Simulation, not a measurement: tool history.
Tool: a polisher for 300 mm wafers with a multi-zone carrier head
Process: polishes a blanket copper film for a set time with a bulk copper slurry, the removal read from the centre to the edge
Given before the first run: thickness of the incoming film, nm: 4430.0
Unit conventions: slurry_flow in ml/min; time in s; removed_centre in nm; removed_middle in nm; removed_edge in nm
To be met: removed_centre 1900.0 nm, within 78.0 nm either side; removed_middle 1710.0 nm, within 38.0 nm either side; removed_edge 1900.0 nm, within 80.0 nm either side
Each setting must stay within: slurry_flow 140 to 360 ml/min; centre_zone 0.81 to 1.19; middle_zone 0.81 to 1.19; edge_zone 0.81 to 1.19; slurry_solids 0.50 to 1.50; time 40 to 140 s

run 1 hour=0.0 | slurry_flow=230 centre_zone=1.00 middle_zone=1.00 edge_zone=1.00 slurry_solids=1.00 time=90 | removed_centre=1340.0 removed_middle=1384.4 removed_edge=1359.2
run 2 hour=1.2 | slurry_flow=235 centre_zone=1.01 middle_zone=0.99 edge_zone=1.02 slurry_solids=1.05 time=92 | removed_centre=1404.1 removed_middle=1417.6 removed_edge=1409.6
run 3 hour=1.9 | slurry_flow=235 centre_zone=1.01 middle_zone=0.93 edge_zone=1.02 slurry_solids=1.05 time=92 | removed_centre=1417.2 removed_middle=1355.5 removed_edge=1392.7
run 4 hour=6.8 | slurry_flow=235 centre_zone=1.01 middle_zone=0.86 edge_zone=1.02 slurry_solids=1.05 time=92 | removed_centre=1403.7 removed_middle=1274.5 removed_edge=1415.4
run 5 hour=10.8 | slurry_flow=235 centre_zone=1.01 middle_zone=0.89 edge_zone=1.02 slurry_solids=1.05 time=92 | removed_centre=1427.6 removed_middle=1314.6 removed_edge=1401.3
run 6 hour=11.3 | slurry_flow=235 centre_zone=1.01 middle_zone=0.89 edge_zone=1.04 slurry_solids=1.10 time=94 | removed_centre=1414.9 removed_middle=1358.7 removed_edge=1465.8
run 7 hour=19.0 | slurry_flow=245 centre_zone=1.03 middle_zone=0.89 edge_zone=1.05 slurry_solids=1.15 time=96 | removed_centre=1540.5 removed_middle=1410.2 removed_edge=1520.1
run 8 hour=26.9 | slurry_flow=245 centre_zone=1.04 middle_zone=0.89 edge_zone=1.07 slurry_solids=1.20 time=97 | removed_centre=1555.9 removed_middle=1441.5 removed_edge=1583.8
run 9 hour=35.7 | slurry_flow=250 centre_zone=1.06 middle_zone=0.90 edge_zone=1.08 slurry_solids=1.25 time=98 | removed_centre=1621.6 removed_middle=1498.2 removed_edge=1676.2
run 10 hour=39.2 | slurry_flow=260 centre_zone=1.08 middle_zone=0.91 edge_zone=1.09 slurry_solids=1.25 time=98 | removed_centre=1688.7 removed_middle=1501.5 removed_edge=1648.5
run 11 hour=43.2 | slurry_flow=260 centre_zone=1.09 middle_zone=0.92 edge_zone=1.10 slurry_solids=1.30 time=98 | removed_centre=1710.8 removed_middle=1524.9 removed_edge=1695.5
run 12 hour=44.7 | slurry_flow=265 centre_zone=1.10 middle_zone=0.93 edge_zone=1.11 slurry_solids=1.35 time=98 | removed_centre=1728.8 removed_middle=1584.8 removed_edge=1696.8
run 13 hour=45.7 | slurry_flow=275 centre_zone=1.11 middle_zone=0.88 edge_zone=1.19 slurry_solids=1.50 time=104 | removed_centre=1918.0 removed_middle=1641.8 removed_edge=1932.8
run 14 hour=54.2 | slurry_flow=280 centre_zone=1.11 middle_zone=0.89 edge_zone=1.19 slurry_solids=1.50 time=104 | removed_centre=1929.0 removed_middle=1675.4 removed_edge=1909.0

Which of these 5 next moves meets every target?
run A hour=62.7 | slurry_flow=300 centre_zone=1.13 middle_zone=0.87 edge_zone=1.04 slurry_solids=1.30 time=112 | removed_centre=? removed_middle=? removed_edge=?
run B hour=62.7 | slurry_flow=315 centre_zone=1.08 middle_zone=0.84 edge_zone=1.17 slurry_solids=1.50 time=105 | removed_centre=? removed_middle=? removed_edge=?
run C hour=62.7 | slurry_flow=205 centre_zone=1.07 middle_zone=0.86 edge_zone=1.15 slurry_solids=1.50 time=109 | removed_centre=? removed_middle=? removed_edge=?
run D hour=62.7 | slurry_flow=355 centre_zone=1.09 middle_zone=0.87 edge_zone=1.17 slurry_solids=1.50 time=100 | removed_centre=? removed_middle=? removed_edge=?
run E hour=62.7 | slurry_flow=325 centre_zone=1.05 middle_zone=0.89 edge_zone=1.11 slurry_solids=1.30 time=109 | removed_centre=? removed_middle=? removed_edge=?

move=A removed_centre=2048.2 removed_middle=1706.6 removed_edge=1905.7
move=B removed_centre=1933.4 removed_middle=1628.7 removed_edge=1977.7
move=C removed_centre=1883.1 removed_middle=1634.2 removed_edge=1957.7
move=D removed_centre=1877.0 removed_middle=1607.0 removed_edge=1898.3
move=E removed_centre=1896.2 removed_middle=1701.2 removed_edge=1926.9
A: puts the biggest miss on target and leaves a different result outside tolerance
B: the biggest miss grows against the last run
C: the biggest miss grows against the last run
D: the biggest miss grows against the last run
E: all results in spec
Answer: E
